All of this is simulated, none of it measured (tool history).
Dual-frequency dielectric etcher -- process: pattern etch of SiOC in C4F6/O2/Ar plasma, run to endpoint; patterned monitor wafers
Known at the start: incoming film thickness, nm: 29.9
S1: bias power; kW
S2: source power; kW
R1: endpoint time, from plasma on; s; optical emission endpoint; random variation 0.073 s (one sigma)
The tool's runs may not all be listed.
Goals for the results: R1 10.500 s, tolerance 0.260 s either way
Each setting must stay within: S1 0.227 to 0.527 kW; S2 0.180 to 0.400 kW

run  hour     S1     S2      R1
  1   0.0  0.377  0.290  11.734
  2   3.8  0.311  0.290  12.688
  3   9.0  0.346  0.300  12.037
  4  10.1  0.371  0.310  11.518
  5  12.8  0.388  0.310  11.246
  6  17.1  0.346  0.310  12.061
  7  23.9  0.369  0.310  11.647
  8  31.4  0.388  0.310  11.298
  9  33.1  0.401  0.310  11.208
 10  34.6  0.413  0.310  11.161
 11  41.4  0.426  0.310  10.928
 12  48.4  0.434  0.310  10.801
 13  54.5  0.439  0.310  10.926

4 candidate next runs follow, results not yet known. Just one meets every target within its allowed miss. Identify it.
  A  60.6  0.471  0.310   ?
  B  60.6  0.396  0.340   ?
  C  60.6  0.413  0.300   ?
  D  60.6  0.400  0.310   ?

move      R1
   A  10.494
   B  10.956
   C  11.164
   D  11.204
A: every result lands within tolerance
B: misses by more than the last run did
C: misses by more than the last run did
D: misses by more than the last run did
Go with A: it meets all targets.
